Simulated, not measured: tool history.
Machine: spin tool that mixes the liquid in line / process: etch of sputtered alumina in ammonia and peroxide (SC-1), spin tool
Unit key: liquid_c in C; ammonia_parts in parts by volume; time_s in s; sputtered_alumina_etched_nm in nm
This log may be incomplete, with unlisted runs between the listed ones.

run 1 hour=0.0 | liquid_c=53.0 ammonia_parts=0.45 time_s=80 | sputtered_alumina_etched_nm=5.0102
run 2 hour=4.4 | liquid_c=53.0 ammonia_parts=0.35 time_s=80 | sputtered_alumina_etched_nm=4.8174
run 3 hour=7.9 | liquid_c=53.0 ammonia_parts=0.35 time_s=80 | sputtered_alumina_etched_nm=4.9111
run 4 hour=10.0 | liquid_c=49.5 ammonia_parts=0.30 time_s=75 | sputtered_alumina_etched_nm=3.6691
run 5 hour=13.1 | liquid_c=49.5 ammonia_parts=0.30 time_s=80 | sputtered_alumina_etched_nm=3.9338
run 6 hour=22.1 | liquid_c=43.0 ammonia_parts=0.30 time_s=80 | sputtered_alumina_etched_nm=2.7532
run 7 hour=26.9 | liquid_c=42.0 ammonia_parts=0.30 time_s=75 | sputtered_alumina_etched_nm=2.4013

What does the tool deliver on the next run?
run 8 hour=31.7 | liquid_c=41.0 ammonia_parts=0.30 time_s=75 | sputtered_alumina_etched_nm=?

{"run 8": {"sputtered_alumina_etched_nm": 2.2883}}
